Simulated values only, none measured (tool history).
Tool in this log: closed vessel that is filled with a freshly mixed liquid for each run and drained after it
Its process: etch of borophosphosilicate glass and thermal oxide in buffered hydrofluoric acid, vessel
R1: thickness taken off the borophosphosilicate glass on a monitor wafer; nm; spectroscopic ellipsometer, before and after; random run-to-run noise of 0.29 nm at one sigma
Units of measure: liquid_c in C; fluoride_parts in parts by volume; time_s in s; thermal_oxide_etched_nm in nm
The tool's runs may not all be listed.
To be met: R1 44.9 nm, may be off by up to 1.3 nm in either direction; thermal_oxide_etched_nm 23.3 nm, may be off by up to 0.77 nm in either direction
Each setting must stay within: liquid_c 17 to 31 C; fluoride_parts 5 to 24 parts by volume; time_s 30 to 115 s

Run 1, hour 0: liquid_c 23 C, fluoride_parts 14.5 parts by volume, time_s 60 s. Result: R1 90.799 nm, thermal_oxide_etched_nm 46.902 nm.
Run 2, hour 1.1: liquid_c 23 C, fluoride_parts 12.5 parts by volume, time_s 60 s. Result: R1 105.36 nm, thermal_oxide_etched_nm 54.072 nm.
Run 3, hour 6.3: liquid_c 24.5 C, fluoride_parts 12.5 parts by volume, time_s 60 s. Result: R1 112.93 nm, thermal_oxide_etched_nm 59.016 nm.
Run 4, hour 13.4: liquid_c 24.5 C, fluoride_parts 16 parts by volume, time_s 60 s. Result: R1 89.881 nm, thermal_oxide_etched_nm 47.029 nm.
Run 5, hour 17.6: liquid_c 24.5 C, fluoride_parts 16 parts by volume, time_s 45 s. Result: R1 66.466 nm, thermal_oxide_etched_nm 35.005 nm.
Run 6, hour 19.6: liquid_c 24.5 C, fluoride_parts 19 parts by volume, time_s 45 s. Result: R1 56.593 nm, thermal_oxide_etched_nm 29.791 nm.
Run 7, hour 21.4: liquid_c 24 C, fluoride_parts 19 parts by volume, time_s 45 s. Result: R1 54.843 nm, thermal_oxide_etched_nm 28.535 nm.
Run 8, hour 30.3: liquid_c 23.5 C, fluoride_parts 19 parts by volume, time_s 45 s. Result: R1 53.903 nm, thermal_oxide_etched_nm 27.557 nm.
Run 9, hour 33.2: liquid_c 23 C, fluoride_parts 20 parts by volume, time_s 45 s. Result: R1 49.689 nm, thermal_oxide_etched_nm 25.827 nm.
Run 10, hour 35.9: liquid_c 22 C, fluoride_parts 20 parts by volume, time_s 45 s. Result: R1 46.642 nm, thermal_oxide_etched_nm 24.532 nm.

Of the 5 settings listed for the next run, only one would bring every result within its allowed miss of target. Which one?
Run A, hour 38.6: liquid_c 23.5 C, fluoride_parts 22.5 parts by volume, time_s 40 s. Result: R1 ?, thermal_oxide_etched_nm ?.
Run B, hour 38.6: liquid_c 19 C, fluoride_parts 19.5 parts by volume, time_s 50 s. Result: R1 ?, thermal_oxide_etched_nm ?.
Run C, hour 38.6: liquid_c 22.5 C, fluoride_parts 20.5 parts by volume, time_s 40 s. Result: R1 ?, thermal_oxide_etched_nm ?.
Run D, hour 38.6: liquid_c 23.5 C, fluoride_parts 20.5 parts by volume, time_s 45 s. Result: R1 ?, thermal_oxide_etched_nm ?.
Run E, hour 38.6: liquid_c 19 C, fluoride_parts 19 parts by volume, time_s 45 s. Result: R1 ?, thermal_oxide_etched_nm ?.

move      R1  thermal_oxide_etched_nm
   A  41.252                   21.697
   B   44.76                    23.47
   C  41.658                   21.893
   D  49.492                   26.024
   E  41.336                   21.672
A: moves the result that the last run missed by most past its target, out the other side
B: meets every target
C: moves the result that the last run missed by most past its target, out the other side
D: its largest miss is bigger than the last run's
E: moves the result that the last run missed by most past its target, out the other side
Answer: B

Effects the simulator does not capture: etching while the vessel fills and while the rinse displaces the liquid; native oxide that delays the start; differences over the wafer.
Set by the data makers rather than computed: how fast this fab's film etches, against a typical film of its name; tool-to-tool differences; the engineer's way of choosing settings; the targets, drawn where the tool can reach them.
